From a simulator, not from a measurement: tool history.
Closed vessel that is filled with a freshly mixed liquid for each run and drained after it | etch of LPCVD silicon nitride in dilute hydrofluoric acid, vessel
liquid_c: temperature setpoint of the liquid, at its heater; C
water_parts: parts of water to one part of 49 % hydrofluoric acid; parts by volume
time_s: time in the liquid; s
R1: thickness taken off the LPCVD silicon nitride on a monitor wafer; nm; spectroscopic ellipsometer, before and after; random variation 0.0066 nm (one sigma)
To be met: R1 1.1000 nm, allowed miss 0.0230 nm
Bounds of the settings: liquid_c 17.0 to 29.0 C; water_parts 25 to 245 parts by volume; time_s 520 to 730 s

run 1 day=0.000 | liquid_c=21.0 water_parts=135 time_s=730 | R1=1.7484
run 2 day=0.117 | liquid_c=20.0 water_parts=140 time_s=730 | R1=1.5832
run 3 day=0.208 | liquid_c=20.0 water_parts=105 time_s=730 | R1=2.0946
run 4 day=0.475 | liquid_c=19.5 water_parts=120 time_s=730 | R1=1.7835
run 5 day=0.821 | liquid_c=22.0 water_parts=120 time_s=730 | R1=2.1059
run 6 day=0.858 | liquid_c=20.5 water_parts=120 time_s=730 | R1=1.8986
run 7 day=0.912 | liquid_c=19.5 water_parts=130 time_s=730 | R1=1.6645
run 8 day=0.983 | liquid_c=19.0 water_parts=140 time_s=730 | R1=1.4894

4 next moves are on the table. One of them brings every result within its allowed miss. Which?
run A day=1.054 | liquid_c=18.5 water_parts=150 time_s=540 | R1=?
run B day=1.054 | liquid_c=18.5 water_parts=115 time_s=520 | R1=?
run C day=1.054 | liquid_c=21.5 water_parts=220 time_s=645 | R1=?
run D day=1.054 | liquid_c=20.0 water_parts=150 time_s=545 | R1=?

move=A R1=1.0038
move=B R1=1.2504
move=C R1=1.0061
move=D R1=1.1200
A: takes the result that was furthest off past its target
B: nearer than the last run, and not there yet
C: takes the result that was furthest off past its target
D: meets every target
Move D is the one to make.

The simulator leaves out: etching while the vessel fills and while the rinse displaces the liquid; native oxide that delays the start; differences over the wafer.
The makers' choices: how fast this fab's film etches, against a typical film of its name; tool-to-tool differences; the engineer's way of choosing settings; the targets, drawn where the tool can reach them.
